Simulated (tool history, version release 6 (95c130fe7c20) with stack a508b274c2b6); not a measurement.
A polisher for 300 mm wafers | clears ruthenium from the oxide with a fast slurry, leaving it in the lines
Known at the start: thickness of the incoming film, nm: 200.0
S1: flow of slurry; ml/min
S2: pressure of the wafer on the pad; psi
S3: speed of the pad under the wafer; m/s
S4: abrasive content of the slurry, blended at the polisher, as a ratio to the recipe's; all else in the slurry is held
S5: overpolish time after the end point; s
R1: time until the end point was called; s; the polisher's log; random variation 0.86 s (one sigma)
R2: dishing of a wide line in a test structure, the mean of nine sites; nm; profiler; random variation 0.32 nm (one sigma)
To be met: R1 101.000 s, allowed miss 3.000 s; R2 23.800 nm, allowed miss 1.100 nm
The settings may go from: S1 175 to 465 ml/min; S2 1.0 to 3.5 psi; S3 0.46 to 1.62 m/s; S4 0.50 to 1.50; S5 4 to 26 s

run,hour,S1,S2,S3,S4,S5,R1,R2
1,0.0,295,2.2,1.04,1.00,13,55.389,37.365
2,8.1,295,2.6,1.04,1.00,13,48.984,41.478
3,14.4,295,2.6,1.04,1.00,17,48.452,50.772
4,20.3,295,2.2,0.98,1.00,16,60.003,42.174
5,23.9,295,1.8,0.98,1.00,16,70.907,35.876
6,31.7,295,1.6,0.98,1.00,15,76.982,32.405
7,33.8,295,1.4,0.98,1.00,14,87.492,28.191
8,39.4,295,1.3,0.98,1.00,14,92.725,25.772
9,44.2,290,1.2,0.98,1.00,14,97.624,24.013
10,44.8,275,1.1,0.98,1.00,14,106.950,23.580
11,53.4,285,1.1,0.98,1.00,14,103.460,23.436
12,59.5,290,1.1,0.98,1.00,14,105.210,23.589

5 next moves are on the table. One of them brings every result within its allowed miss. Which?
A,65.6,305,1.1,0.86,1.15,14,?,?
B,65.6,330,1.1,0.84,1.15,14,?,?
C,65.6,330,1.0,0.98,1.00,16,?,?
D,65.6,300,1.3,0.74,1.15,15,?,?
E,65.6,420,1.3,0.94,0.85,14,?,?

move,R1,R2
A,109.280,21.801
B,111.030,21.497
C,109.800,24.419
D,111.130,22.832
E,100.080,23.562
A: further off than the last run
B: further off than the last run
C: further off than the last run
D: further off than the last run
E: meets every target
The right move is E.
